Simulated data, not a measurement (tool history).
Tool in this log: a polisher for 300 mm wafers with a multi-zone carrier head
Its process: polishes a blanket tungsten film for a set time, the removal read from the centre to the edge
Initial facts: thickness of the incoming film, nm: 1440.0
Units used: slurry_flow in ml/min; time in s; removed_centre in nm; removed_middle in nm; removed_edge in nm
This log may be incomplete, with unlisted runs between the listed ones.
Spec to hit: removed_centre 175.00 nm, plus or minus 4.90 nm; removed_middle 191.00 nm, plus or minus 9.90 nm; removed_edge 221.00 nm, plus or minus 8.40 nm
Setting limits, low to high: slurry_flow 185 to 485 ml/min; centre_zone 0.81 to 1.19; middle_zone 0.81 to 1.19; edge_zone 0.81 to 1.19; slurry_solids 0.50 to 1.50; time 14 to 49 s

| run | hour | slurry_flow | centre_zone | middle_zone | edge_zone | slurry_solids | time | removed_centre | removed_middle | removed_edge |
|---|---|---|---|---|---|---|---|---|---|---|
| 1 | 0.0 | 310 | 1.00 | 1.00 | 1.00 | 1.00 | 31 | 171.23 | 175.26 | 172.11 |
| 2 | 3.8 | 310 | 0.99 | 0.99 | 1.02 | 1.05 | 31 | 173.23 | 175.22 | 174.07 |
| 3 | 10.6 | 310 | 0.99 | 0.99 | 1.07 | 1.05 | 31 | 170.17 | 172.74 | 178.96 |
| 4 | 17.1 | 310 | 0.99 | 0.99 | 1.07 | 1.05 | 35 | 194.87 | 196.82 | 197.49 |
| 5 | 21.9 | 310 | 0.99 | 1.03 | 1.07 | 1.05 | 35 | 192.33 | 205.92 | 201.03 |
| 6 | 26.9 | 310 | 0.99 | 1.07 | 1.07 | 1.05 | 35 | 192.62 | 212.35 | 196.55 |
| 7 | 29.1 | 305 | 0.97 | 1.05 | 1.08 | 1.05 | 35 | 191.22 | 201.72 | 199.27 |
| 8 | 37.2 | 315 | 0.95 | 1.05 | 1.09 | 1.05 | 35 | 186.56 | 213.81 | 201.59 |
| 9 | 38.5 | 310 | 0.94 | 1.03 | 1.10 | 1.05 | 35 | 186.95 | 205.56 | 202.27 |
| 10 | 45.4 | 310 | 0.93 | 1.02 | 1.11 | 1.05 | 35 | 183.60 | 197.46 | 204.80 |
| 11 | 48.8 | 310 | 0.92 | 1.02 | 1.12 | 1.05 | 35 | 178.34 | 203.15 | 207.16 |
| 12 | 54.0 | 305 | 0.92 | 1.01 | 1.13 | 1.05 | 35 | 179.87 | 204.92 | 205.55 |

4 next moves are on the table. One of them brings every result within its allowed miss. Which?
| A | 59.2 | 335 | 0.91 | 0.88 | 1.18 | 1.10 | 36 | ? | ? | ? |
| B | 59.2 | 305 | 0.85 | 0.95 | 1.17 | 0.80 | 41 | ? | ? | ? |
| C | 59.2 | 385 | 0.82 | 0.81 | 1.19 | 1.25 | 38 | ? | ? | ? |
| D | 59.2 | 315 | 0.83 | 0.85 | 1.10 | 1.00 | 38 | ? | ? | ? |

| move | removed_centre | removed_middle | removed_edge |
|---|---|---|---|
| A | 185.55 | 188.95 | 216.66 |
| B | 184.47 | 213.48 | 230.13 |
| C | 183.06 | 194.59 | 237.86 |
| D | 174.16 | 189.85 | 215.78 |
A: gets the furthest-off result to its target, but another result is out of tolerance
B: moves the result that the last run missed by most past its target, out the other side
C: moves the result that the last run missed by most past its target, out the other side
D: hits every target within its allowed miss
Correct choice: D, which meets every target
